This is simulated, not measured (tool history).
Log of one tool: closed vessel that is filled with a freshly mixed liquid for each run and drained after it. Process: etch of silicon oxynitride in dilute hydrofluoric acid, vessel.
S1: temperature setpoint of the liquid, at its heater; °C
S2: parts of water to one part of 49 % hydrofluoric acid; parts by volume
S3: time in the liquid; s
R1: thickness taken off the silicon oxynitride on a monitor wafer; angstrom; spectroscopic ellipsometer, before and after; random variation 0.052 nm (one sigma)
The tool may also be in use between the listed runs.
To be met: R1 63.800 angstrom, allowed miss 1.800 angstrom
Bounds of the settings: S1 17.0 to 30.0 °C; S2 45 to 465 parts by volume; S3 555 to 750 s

run	hour	S1	S2	S3	R1
1	0.0	22.0	255	750	128.120
2	2.1	22.0	310	750	100.590
3	7.0	20.5	325	750	88.744
4	11.3	19.5	340	750	79.744
5	14.3	19.5	340	555	59.842
# hour 18.9: thermometer replaced
6	18.9	19.5	425	555	43.076
7	28.4	21.5	425	555	46.403
8	35.1	23.5	425	555	50.572
9	37.4	23.5	425	555	51.105
10	43.5	27.5	420	555	59.926

5 next moves are on the table. One of them brings every result within its allowed miss. Which?
A	49.6	27.5	440	595	?
B	49.6	28.5	455	630	?
C	49.6	26.5	445	630	?
D	49.6	26.5	410	555	?
E	49.6	24.0	460	705	?

move	R1
A	60.797
B	63.996
C	61.058
D	59.739
E	59.402
A: nearer than the last run, and not there yet
B: meets every target
C: nearer than the last run, and not there yet
D: as far off as the last run
E: further off than the last run
The right move is B.
